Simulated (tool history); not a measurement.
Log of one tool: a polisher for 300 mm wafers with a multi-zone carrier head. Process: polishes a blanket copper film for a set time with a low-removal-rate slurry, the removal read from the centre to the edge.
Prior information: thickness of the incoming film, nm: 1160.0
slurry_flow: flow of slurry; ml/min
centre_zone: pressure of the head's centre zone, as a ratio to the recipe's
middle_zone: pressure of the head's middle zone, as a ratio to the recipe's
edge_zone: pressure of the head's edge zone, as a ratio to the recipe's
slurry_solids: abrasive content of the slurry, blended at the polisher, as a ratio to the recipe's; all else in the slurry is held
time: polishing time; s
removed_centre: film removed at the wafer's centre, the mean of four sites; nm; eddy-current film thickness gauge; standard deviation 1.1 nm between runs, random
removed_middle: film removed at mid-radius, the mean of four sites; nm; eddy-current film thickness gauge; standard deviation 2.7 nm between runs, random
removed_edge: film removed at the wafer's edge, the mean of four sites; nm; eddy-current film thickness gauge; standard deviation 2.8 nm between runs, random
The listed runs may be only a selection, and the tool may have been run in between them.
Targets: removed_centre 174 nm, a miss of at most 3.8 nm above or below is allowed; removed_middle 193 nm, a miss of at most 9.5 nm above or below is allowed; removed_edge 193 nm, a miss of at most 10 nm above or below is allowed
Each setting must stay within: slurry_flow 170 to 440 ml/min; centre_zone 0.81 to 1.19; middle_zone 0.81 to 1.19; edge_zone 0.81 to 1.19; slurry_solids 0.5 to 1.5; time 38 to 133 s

run,hour,slurry_flow,centre_zone,middle_zone,edge_zone,slurry_solids,time,removed_centre,removed_middle,removed_edge
1,0,280,1,1,1,1,85,264.35,265.63,269.93
2,8.2,275,0.96,0.98,0.96,0.85,82,240.75,243.02,240.19
3,12.6,265,0.92,0.97,0.97,0.75,80,222.75,229.27,239.16
4,14,260,0.89,0.97,0.95,0.7,78,204.33,222.81,223.33
5,19.5,260,0.89,0.97,1.03,0.7,78,205.02,231.42,231.05
# hour 20.3: worn pad replaced by a new one
6,20.3,260,0.89,0.97,1.03,0.5,78,221.87,235.46,252.06
7,26.8,250,0.87,0.95,0.98,0.55,78,215.99,238.14,251.52
8,34.1,240,0.88,0.95,0.99,0.7,75,215.15,233.44,248.08
9,43.1,275,0.87,0.94,0.99,0.7,74,217.43,230.27,247.04
10,51.9,270,0.87,0.95,0.97,0.65,72,208.36,223.9,226.74
11,58.6,215,0.81,0.9,0.93,0.5,66,163.87,188.54,198.04
12,62.7,215,0.81,0.9,0.93,0.5,66,164.91,184.85,199.6
13,65.7,230,0.82,0.91,0.92,0.5,66,167.55,186.54,197.46

Consider the 5 candidate settings below. Which is the only one whose results all fall within their allowed miss of target?
A,68.7,180,0.87,1.08,0.83,0.55,69,?,?,?
B,68.7,210,0.87,0.97,0.92,0.6,64,?,?,?
C,68.7,240,0.81,0.84,0.95,0.5,63,?,?,?
D,68.7,325,0.9,1.01,0.84,0.6,58,?,?,?
E,68.7,260,0.81,1.02,0.81,0.6,66,?,?,?

move,removed_centre,removed_middle,removed_edge
A,180.06,223.22,195.54
B,173.66,196.04,196.01
C,159.48,171.07,194.98
D,172.7,193.93,177.39
E,172.73,217.35,195.03
A: takes the result that was furthest off past its target
B: hits every target within its allowed miss
C: the biggest miss grows against the last run
D: meets the target for the result that was furthest off, but another lies outside its allowed miss
E: meets the target for the result that was furthest off, but another lies outside its allowed miss
B meets every target.
